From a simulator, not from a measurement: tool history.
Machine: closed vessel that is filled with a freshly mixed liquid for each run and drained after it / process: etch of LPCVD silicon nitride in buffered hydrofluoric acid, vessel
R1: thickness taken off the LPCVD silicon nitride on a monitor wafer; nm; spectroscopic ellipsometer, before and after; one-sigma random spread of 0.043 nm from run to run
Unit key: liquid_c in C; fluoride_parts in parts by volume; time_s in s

{"run": 1, "hour": 0.0, "liquid_c": 21, "fluoride_parts": 12, "time_s": 595, "R1": 6.7332}
{"run": 2, "hour": 1.5, "liquid_c": 21, "fluoride_parts": 10, "time_s": 595, "R1": 8.0397}
{"run": 3, "hour": 6.5, "liquid_c": 24, "fluoride_parts": 10, "time_s": 595, "R1": 9.5576}
{"run": 4, "hour": 10.4, "liquid_c": 24, "fluoride_parts": 10, "time_s": 595, "R1": 9.5279}
{"run": 5, "hour": 15.6, "liquid_c": 22, "fluoride_parts": 11, "time_s": 595, "R1": 7.7719}
{"run": 6, "hour": 23.6, "liquid_c": 20.5, "fluoride_parts": 11.5, "time_s": 595, "R1": 6.7805}

Run 7 comes next. What will it give?
{"run": 7, "hour": 28.8, "liquid_c": 19.5, "fluoride_parts": 11.5, "time_s": 595, "R1": "?"}

Run 7 yielded R1 6.425 nm.

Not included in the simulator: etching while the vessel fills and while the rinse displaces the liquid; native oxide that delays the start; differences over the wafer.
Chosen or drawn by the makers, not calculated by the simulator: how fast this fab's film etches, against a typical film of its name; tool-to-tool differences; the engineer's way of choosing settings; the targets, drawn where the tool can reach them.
